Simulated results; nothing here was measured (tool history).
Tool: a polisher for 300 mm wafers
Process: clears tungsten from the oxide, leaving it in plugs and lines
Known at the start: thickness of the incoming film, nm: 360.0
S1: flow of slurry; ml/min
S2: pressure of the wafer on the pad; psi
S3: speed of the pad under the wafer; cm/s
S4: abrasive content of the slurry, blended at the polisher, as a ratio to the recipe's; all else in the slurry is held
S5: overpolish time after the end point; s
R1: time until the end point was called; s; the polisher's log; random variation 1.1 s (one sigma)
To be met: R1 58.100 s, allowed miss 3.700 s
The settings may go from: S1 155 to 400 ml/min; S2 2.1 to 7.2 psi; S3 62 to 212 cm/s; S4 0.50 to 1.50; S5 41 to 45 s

run 1 hour=0.0 | S1=255 S2=4.6 S3=136 S4=1.00 S5=41 | R1=39.187
run 2 hour=8.3 | S1=255 S2=4.3 S3=134 S4=1.00 S5=41 | R1=43.141
run 3 hour=11.7 | S1=255 S2=4.3 S3=134 S4=1.00 S5=45 | R1=41.207
run 4 hour=16.0 | S1=255 S2=4.3 S3=134 S4=0.85 S5=45 | R1=43.960
run 5 hour=17.1 | S1=255 S2=4.3 S3=134 S4=0.95 S5=45 | R1=43.731
run 6 hour=17.7 | S1=255 S2=4.3 S3=134 S4=0.80 S5=45 | R1=45.291
run 7 hour=22.4 | S1=255 S2=3.1 S3=128 S4=0.80 S5=45 | R1=63.890
run 8 hour=25.4 | S1=255 S2=3.2 S3=128 S4=0.80 S5=45 | R1=63.019

Which of these 5 next moves meets every target?
run A hour=28.4 | S1=285 S2=3.3 S3=116 S4=0.75 S5=41 | R1=?
run B hour=28.4 | S1=260 S2=3.3 S3=102 S4=0.75 S5=41 | R1=?
run C hour=28.4 | S1=270 S2=3.3 S3=140 S4=0.65 S5=42 | R1=?
run D hour=28.4 | S1=165 S2=3.6 S3=118 S4=0.75 S5=45 | R1=?
run E hour=28.4 | S1=240 S2=3.5 S3=104 S4=0.95 S5=41 | R1=?

move=A R1=65.699
move=B R1=75.087
move=C R1=57.389
move=D R1=64.195
move=E R1=65.776
A: further off than the last run
B: further off than the last run
C: meets every target
D: further off than the last run
E: further off than the last run
Move C is the one to make.
